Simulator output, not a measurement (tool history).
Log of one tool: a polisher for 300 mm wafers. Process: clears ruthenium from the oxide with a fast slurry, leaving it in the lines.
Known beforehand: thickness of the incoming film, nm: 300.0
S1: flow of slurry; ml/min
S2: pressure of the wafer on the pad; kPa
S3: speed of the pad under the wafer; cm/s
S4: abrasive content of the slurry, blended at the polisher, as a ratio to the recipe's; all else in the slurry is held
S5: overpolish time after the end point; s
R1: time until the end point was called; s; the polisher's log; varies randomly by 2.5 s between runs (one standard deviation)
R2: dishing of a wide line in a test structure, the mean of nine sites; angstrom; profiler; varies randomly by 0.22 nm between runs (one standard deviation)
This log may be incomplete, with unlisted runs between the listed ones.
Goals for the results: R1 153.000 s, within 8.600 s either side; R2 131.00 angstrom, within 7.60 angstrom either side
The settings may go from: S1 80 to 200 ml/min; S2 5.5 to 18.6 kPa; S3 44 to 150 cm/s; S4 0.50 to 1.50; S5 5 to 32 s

{"run": 1, "hour": 0.0, "S1": 130, "S2": 11.7, "S3": 96, "S4": 1.0, "S5": 16, "R1": 101.31, "R2": 348.53}
{"run": 2, "hour": 7.5, "S1": 135, "S2": 11.0, "S3": 94, "S4": 1.0, "S5": 13, "R1": 108.41, "R2": 269.95}
{"run": 3, "hour": 14.7, "S1": 155, "S2": 11.0, "S3": 94, "S4": 1.0, "S5": 13, "R1": 106.86, "R2": 289.17}
{"run": 4, "hour": 17.8, "S1": 155, "S2": 11.0, "S3": 86, "S4": 1.0, "S5": 13, "R1": 113.26, "R2": 262.93}
{"run": 5, "hour": 26.5, "S1": 155, "S2": 11.0, "S3": 86, "S4": 1.2, "S5": 13, "R1": 102.75, "R2": 299.45}
{"run": 6, "hour": 35.0, "S1": 155, "S2": 11.0, "S3": 96, "S4": 1.2, "S5": 13, "R1": 91.014, "R2": 327.39}
{"run": 7, "hour": 38.3, "S1": 155, "S2": 9.7, "S3": 94, "S4": 1.2, "S5": 11, "R1": 105.6, "R2": 249.43}
{"run": 8, "hour": 41.4, "S1": 150, "S2": 9.0, "S3": 94, "S4": 1.2, "S5": 10, "R1": 113.05, "R2": 210.56}
{"run": 9, "hour": 42.8, "S1": 140, "S2": 8.3, "S3": 94, "S4": 1.2, "S5": 10, "R1": 123.98, "R2": 193.56}

Consider the 4 candidate settings below. Which is the only one whose results all fall within their allowed miss of target?
{"run": "A", "hour": 44.2, "S1": 135, "S2": 6.2, "S3": 82, "S4": 1.15, "S5": 11, "R1": "?", "R2": "?"}
{"run": "B", "hour": 44.2, "S1": 145, "S2": 7.6, "S3": 82, "S4": 1.1, "S5": 8, "R1": "?", "R2": "?"}
{"run": "C", "hour": 44.2, "S1": 135, "S2": 6.9, "S3": 82, "S4": 1.1, "S5": 11, "R1": "?", "R2": "?"}
{"run": "D", "hour": 44.2, "S1": 150, "S2": 7.6, "S3": 90, "S4": 1.25, "S5": 17, "R1": "?", "R2": "?"}

move=A R1=178.410 R2=150.16
move=B R1=155.210 R2=126.85
move=C R1=168.940 R2=158.01
move=D R1=131.550 R2=293.82
A: closes in on the targets versus the last run, not all within tolerance yet
B: hits every target within its allowed miss
C: closes in on the targets versus the last run, not all within tolerance yet
D: moves away from the targets compared with the last run
B is the move that brings every result within its allowed miss.

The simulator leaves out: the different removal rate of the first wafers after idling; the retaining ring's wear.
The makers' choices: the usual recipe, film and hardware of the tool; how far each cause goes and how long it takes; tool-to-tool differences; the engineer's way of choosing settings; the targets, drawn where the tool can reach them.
